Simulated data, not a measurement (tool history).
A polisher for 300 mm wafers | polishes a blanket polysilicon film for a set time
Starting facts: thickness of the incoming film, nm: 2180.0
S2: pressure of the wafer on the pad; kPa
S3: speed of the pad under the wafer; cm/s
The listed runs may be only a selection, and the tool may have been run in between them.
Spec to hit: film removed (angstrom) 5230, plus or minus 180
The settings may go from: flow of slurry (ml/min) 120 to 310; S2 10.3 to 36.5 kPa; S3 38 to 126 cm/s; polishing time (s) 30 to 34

Run 1, hour 0: flow of slurry (ml/min) 200, S2 23.4 kPa, S3 82 cm/s, polishing time (s) 34. Result: film removed (angstrom) 3047.
Run 2, hour 7.4: flow of slurry (ml/min) 200, S2 23.4 kPa, S3 94 cm/s, polishing time (s) 34. Result: film removed (angstrom) 3543.9.
Run 3, hour 11.1: flow of slurry (ml/min) 205, S2 26.2 kPa, S3 94 cm/s, polishing time (s) 34. Result: film removed (angstrom) 3893.8.
Run 4, hour 19: flow of slurry (ml/min) 205, S2 26.2 kPa, S3 94 cm/s, polishing time (s) 34. Result: film removed (angstrom) 3952.8.
Run 5, hour 19.7: flow of slurry (ml/min) 205, S2 26.2 kPa, S3 94 cm/s, polishing time (s) 34. Result: film removed (angstrom) 3927.6.
Run 6, hour 23.1: flow of slurry (ml/min) 205, S2 28.3 kPa, S3 94 cm/s, polishing time (s) 34. Result: film removed (angstrom) 4202.3.
Run 7, hour 29.2: flow of slurry (ml/min) 210, S2 30.3 kPa, S3 94 cm/s, polishing time (s) 34. Result: film removed (angstrom) 4483.3.
Run 8, hour 34.8: flow of slurry (ml/min) 210, S2 31.7 kPa, S3 94 cm/s, polishing time (s) 34. Result: film removed (angstrom) 4767.3.
Run 9, hour 43.3: flow of slurry (ml/min) 210, S2 32.4 kPa, S3 94 cm/s, polishing time (s) 34. Result: film removed (angstrom) 4814.8.
Run 10, hour 43.8: flow of slurry (ml/min) 210, S2 33.1 kPa, S3 94 cm/s, polishing time (s) 34. Result: film removed (angstrom) 4998.2.

Exercise: of the 5 proposed moves below, exactly one satisfies all targets within the stated allowed misses. Which move is it?
Run A, hour 44.3: flow of slurry (ml/min) 200, S2 26.9 kPa, S3 120 cm/s, polishing time (s) 31. Result: film removed (angstrom) ?.
Run B, hour 44.3: flow of slurry (ml/min) 210, S2 31 kPa, S3 98 cm/s, polishing time (s) 34. Result: film removed (angstrom) ?.
Run C, hour 44.3: flow of slurry (ml/min) 255, S2 33.8 kPa, S3 100 cm/s, polishing time (s) 32. Result: film removed (angstrom) ?.
Run D, hour 44.3: flow of slurry (ml/min) 225, S2 27.6 kPa, S3 114 cm/s, polishing time (s) 31. Result: film removed (angstrom) ?.
Run E, hour 44.3: flow of slurry (ml/min) 200, S2 36.5 kPa, S3 94 cm/s, polishing time (s) 30. Result: film removed (angstrom) ?.

move  film removed (angstrom)
   A                   4701.4
   B                   4898.3
   C                   5235.4
   D                   4657.5
   E                   4837.3
A: misses by more than the last run did
B: misses by more than the last run did
C: every result within its allowed miss
D: misses by more than the last run did
E: misses by more than the last run did
The move that meets every target is C.

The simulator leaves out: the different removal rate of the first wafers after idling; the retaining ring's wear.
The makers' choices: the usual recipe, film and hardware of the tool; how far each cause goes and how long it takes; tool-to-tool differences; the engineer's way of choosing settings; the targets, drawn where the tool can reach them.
